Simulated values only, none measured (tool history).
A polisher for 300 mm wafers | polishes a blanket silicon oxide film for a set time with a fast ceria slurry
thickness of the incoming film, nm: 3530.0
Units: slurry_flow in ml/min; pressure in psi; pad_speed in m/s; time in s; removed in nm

run	day	slurry_flow	pressure	pad_speed	time	removed
1	0.000	310	2.4	1.10	27	433.73
2	0.333	310	2.1	1.04	27	359.41
3	0.383	310	2.7	1.04	27	467.49
4	0.675	310	2.4	1.00	27	392.26
5	0.912	255	2.4	1.00	27	386.19
6	1.100	255	2.1	0.98	27	332.10
7	1.388	250	1.9	0.96	27	295.70
8	1.446	245	1.7	0.96	27	262.37

The next listed run, before its measurement:
9	1.579	240	1.6	0.96	27	?

{"run 9": {"removed": 246.66}}
